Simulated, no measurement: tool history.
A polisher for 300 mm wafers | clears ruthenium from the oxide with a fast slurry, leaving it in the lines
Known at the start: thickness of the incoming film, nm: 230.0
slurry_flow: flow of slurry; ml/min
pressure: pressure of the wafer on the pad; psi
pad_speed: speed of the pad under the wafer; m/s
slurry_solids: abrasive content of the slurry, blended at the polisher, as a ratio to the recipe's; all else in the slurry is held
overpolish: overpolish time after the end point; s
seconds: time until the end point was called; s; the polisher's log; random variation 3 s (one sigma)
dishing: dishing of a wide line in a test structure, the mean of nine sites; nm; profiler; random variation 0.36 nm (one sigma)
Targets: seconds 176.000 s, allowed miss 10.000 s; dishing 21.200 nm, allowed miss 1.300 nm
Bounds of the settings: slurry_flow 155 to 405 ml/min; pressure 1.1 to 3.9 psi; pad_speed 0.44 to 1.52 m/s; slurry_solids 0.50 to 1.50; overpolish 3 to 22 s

run	day	slurry_flow	pressure	pad_speed	slurry_solids	overpolish	seconds	dishing
1	0.000	260	2.5	0.98	1.00	11	66.794	29.950
2	0.342	260	2.5	0.80	1.00	11	79.110	24.932
3	0.479	220	2.5	0.80	1.00	11	83.218	25.090
4	0.721	215	2.4	0.78	1.00	12	87.231	25.335
5	0.833	245	2.4	0.78	1.00	12	85.410	25.405
6	1.004	245	2.4	0.78	1.00	16	87.894	32.104
7	1.217	245	2.3	0.76	1.00	16	92.904	30.868
8	1.508	245	1.6	0.56	1.00	18	174.700	19.550

Which of these 5 next moves meets every target?
A	1.800	215	1.8	0.50	1.15	22	?	?
B	1.800	250	1.8	0.58	0.95	18	?	?
C	1.800	175	1.6	0.54	1.10	17	?	?
D	1.800	245	1.2	0.88	0.80	20	?	?
E	1.800	250	1.4	0.68	1.10	21	?	?

move	seconds	dishing
A	162.760	25.313
B	155.520	22.076
C	179.370	18.441
D	174.390	21.897
E	155.200	25.336
A: takes the result that was furthest off past its target
B: brings the result that was furthest off to its target, and leaves another outside
C: further off than the last run
D: meets every target
E: takes the result that was furthest off past its target
Answer: D

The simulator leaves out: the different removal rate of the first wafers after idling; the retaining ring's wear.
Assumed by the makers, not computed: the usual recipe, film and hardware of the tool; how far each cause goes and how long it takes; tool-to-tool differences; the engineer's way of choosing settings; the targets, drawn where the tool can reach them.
